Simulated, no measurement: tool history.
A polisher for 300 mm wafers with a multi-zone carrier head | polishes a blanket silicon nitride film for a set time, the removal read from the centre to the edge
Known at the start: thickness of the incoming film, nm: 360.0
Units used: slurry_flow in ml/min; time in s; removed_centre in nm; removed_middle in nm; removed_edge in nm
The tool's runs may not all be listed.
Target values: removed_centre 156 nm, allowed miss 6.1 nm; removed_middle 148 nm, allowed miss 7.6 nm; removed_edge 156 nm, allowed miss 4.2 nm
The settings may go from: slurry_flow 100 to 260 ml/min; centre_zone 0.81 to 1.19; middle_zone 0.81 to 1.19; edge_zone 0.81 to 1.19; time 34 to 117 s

| run | hour | slurry_flow | centre_zone | middle_zone | edge_zone | time | removed_centre | removed_middle | removed_edge |
|---|---|---|---|---|---|---|---|---|---|
| 1 | 0 | 165 | 1 | 1 | 1 | 75 | 120.46 | 109.08 | 109.42 |
| 2 | 7.6 | 165 | 1 | 1 | 0.92 | 75 | 120.34 | 110.95 | 106.13 |
| 3 | 11.7 | 170 | 0.99 | 1 | 0.96 | 79 | 126.1 | 115.56 | 115.13 |
| 4 | 18.9 | 170 | 0.99 | 1 | 0.96 | 93 | 145.66 | 132.36 | 134 |
| 5 | 25.4 | 170 | 0.99 | 1.05 | 0.96 | 93 | 147.72 | 142.78 | 134.3 |
| 6 | 29.3 | 180 | 0.98 | 1.04 | 0.99 | 94 | 149.28 | 141.97 | 136.52 |
| 7 | 34.3 | 180 | 0.97 | 1.03 | 1.01 | 96 | 149.38 | 143.59 | 141.63 |
|  | 41.8 | centre zone pressure recalibrated |
| 8 | 41.8 | 220 | 0.97 | 1 | 1.11 | 98 | 146.29 | 148.39 | 155.86 |
| 9 | 50.7 | 220 | 0.98 | 1 | 1.11 | 98 | 150.02 | 145.61 | 154.18 |

Which of these 4 next moves meets every target?
| A | 59.6 | 260 | 0.92 | 1.08 | 1.17 | 96 | ? | ? | ? |
| B | 59.6 | 220 | 0.96 | 1.02 | 1.13 | 95 | ? | ? | ? |
| C | 59.6 | 210 | 1.04 | 1.02 | 1.16 | 98 | ? | ? | ? |
| D | 59.6 | 215 | 0.95 | 1.02 | 1.12 | 96 | ? | ? | ? |

| move | removed_centre | removed_middle | removed_edge |
|---|---|---|---|
| A | 139.77 | 155.11 | 154.82 |
| B | 141.22 | 143.78 | 149.18 |
| C | 156.2 | 147.53 | 155.08 |
| D | 140.94 | 144.95 | 149.91 |
A: its largest miss is bigger than the last run's
B: its largest miss is bigger than the last run's
C: hits every target within its allowed miss
D: its largest miss is bigger than the last run's
The move that meets every target is C.

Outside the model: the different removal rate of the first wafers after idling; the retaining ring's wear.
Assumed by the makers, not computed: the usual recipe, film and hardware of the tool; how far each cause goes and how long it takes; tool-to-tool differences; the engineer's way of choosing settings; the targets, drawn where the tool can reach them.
